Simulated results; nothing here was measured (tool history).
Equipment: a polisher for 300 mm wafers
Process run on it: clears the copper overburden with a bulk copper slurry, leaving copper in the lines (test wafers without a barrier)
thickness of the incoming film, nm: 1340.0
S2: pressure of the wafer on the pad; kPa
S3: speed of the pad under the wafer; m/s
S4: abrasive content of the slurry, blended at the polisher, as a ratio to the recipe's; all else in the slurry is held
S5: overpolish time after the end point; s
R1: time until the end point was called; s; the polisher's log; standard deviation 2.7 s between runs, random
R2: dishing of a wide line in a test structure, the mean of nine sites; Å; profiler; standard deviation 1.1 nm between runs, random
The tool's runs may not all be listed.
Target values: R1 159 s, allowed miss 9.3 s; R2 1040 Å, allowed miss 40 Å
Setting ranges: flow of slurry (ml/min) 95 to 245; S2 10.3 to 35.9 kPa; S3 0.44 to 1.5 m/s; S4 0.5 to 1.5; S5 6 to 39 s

{"run": 1, "hour": 0.0, "flow of slurry (ml/min)": 155, "S2": 22.8, "S3": 0.96, "S4": 1, "S5": 20, "R1": 122.26, "R2": 1018.2}
{"run": 2, "hour": 2.2, "flow of slurry (ml/min)": 155, "S2": 28.3, "S3": 0.96, "S4": 1, "S5": 20, "R1": 101.96, "R2": 1116.2}
{"run": 3, "hour": 3.5, "flow of slurry (ml/min)": 155, "S2": 26.2, "S3": 0.94, "S4": 1, "S5": 21, "R1": 110.07, "R2": 1091.6}
{"run": 4, "hour": 4.6, "flow of slurry (ml/min)": 175, "S2": 26.2, "S3": 0.94, "S4": 1, "S5": 21, "R1": 107.79, "R2": 1113.3}
{"run": 5, "hour": 7.3, "flow of slurry (ml/min)": 170, "S2": 24.1, "S3": 0.92, "S4": 1, "S5": 22, "R1": 120.61, "R2": 1068.2}
{"run": 6, "hour": 10.4, "flow of slurry (ml/min)": 190, "S2": 24.1, "S3": 0.92, "S4": 1, "S5": 22, "R1": 114.89, "R2": 1077.7}
{"run": 7, "hour": 11.9, "flow of slurry (ml/min)": 185, "S2": 22.8, "S3": 0.92, "S4": 1, "S5": 23, "R1": 120.6, "R2": 1075.8}
{"run": 8, "hour": 14.7, "flow of slurry (ml/min)": 180, "S2": 21.4, "S3": 0.92, "S4": 1, "S5": 24, "R1": 127.82, "R2": 1050.9}
{"run": 9, "hour": 23.3, "flow of slurry (ml/min)": 175, "S2": 20.7, "S3": 0.92, "S4": 1, "S5": 25, "R1": 137.5, "R2": 1052.5}
{"run": 10, "hour": 28.4, "flow of slurry (ml/min)": 170, "S2": 20.7, "S3": 0.92, "S4": 1, "S5": 25, "R1": 132.68, "R2": 1034}
{"run": 11, "hour": 29.5, "flow of slurry (ml/min)": 165, "S2": 20, "S3": 0.92, "S4": 1, "S5": 27, "R1": 140.37, "R2": 1083.4}
{"run": 12, "hour": 35.3, "flow of slurry (ml/min)": 165, "S2": 20, "S3": 0.92, "S4": 1, "S5": 27, "R1": 140.54, "R2": 1073.3}
{"run": 13, "hour": 38.0, "flow of slurry (ml/min)": 160, "S2": 19.3, "S3": 0.92, "S4": 1, "S5": 27, "R1": 147.85, "R2": 1036.6}
{"run": 14, "hour": 45.2, "flow of slurry (ml/min)": 155, "S2": 19.3, "S3": 0.92, "S4": 1, "S5": 27, "R1": 145.98, "R2": 1027.5}
{"hour": 51.8, "done": "slurry blender recalibrated"}
{"run": 15, "hour": 51.8, "flow of slurry (ml/min)": 150, "S2": 19.3, "S3": 0.92, "S4": 1, "S5": 28, "R1": 132.75, "R2": 1061.5}
{"run": 16, "hour": 53.7, "flow of slurry (ml/min)": 155, "S2": 18.6, "S3": 0.92, "S4": 1, "S5": 28, "R1": 143.26, "R2": 1061.7}

Of the 5 settings listed for the next run, only one would bring every result within its allowed miss of target. Which one?
{"run": "A", "hour": 55.6, "flow of slurry (ml/min)": 155, "S2": 19.3, "S3": 0.96, "S4": 1.25, "S5": 26, "R1": "?", "R2": "?"}
{"run": "B", "hour": 55.6, "flow of slurry (ml/min)": 170, "S2": 13.1, "S3": 0.9, "S4": 0.95, "S5": 35, "R1": "?", "R2": "?"}
{"run": "C", "hour": 55.6, "flow of slurry (ml/min)": 175, "S2": 15.9, "S3": 0.78, "S4": 1, "S5": 39, "R1": "?", "R2": "?"}
{"run": "D", "hour": 55.6, "flow of slurry (ml/min)": 180, "S2": 19.3, "S3": 0.98, "S4": 1, "S5": 21, "R1": "?", "R2": "?"}
{"run": "E", "hour": 55.6, "flow of slurry (ml/min)": 125, "S2": 27.6, "S3": 0.58, "S4": 1.05, "S5": 26, "R1": "?", "R2": "?"}

move=A R1=125.76 R2=1076.7
move=B R1=190.85 R2=956.93
move=C R1=186.48 R2=1038.5
move=D R1=127.42 R2=986.99
move=E R1=162.63 R2=1028.1
A: its largest miss is bigger than the last run's
B: takes the result that was furthest off past its target
C: takes the result that was furthest off past its target
D: its largest miss is bigger than the last run's
E: every result within its allowed miss
The move that meets every target is E.

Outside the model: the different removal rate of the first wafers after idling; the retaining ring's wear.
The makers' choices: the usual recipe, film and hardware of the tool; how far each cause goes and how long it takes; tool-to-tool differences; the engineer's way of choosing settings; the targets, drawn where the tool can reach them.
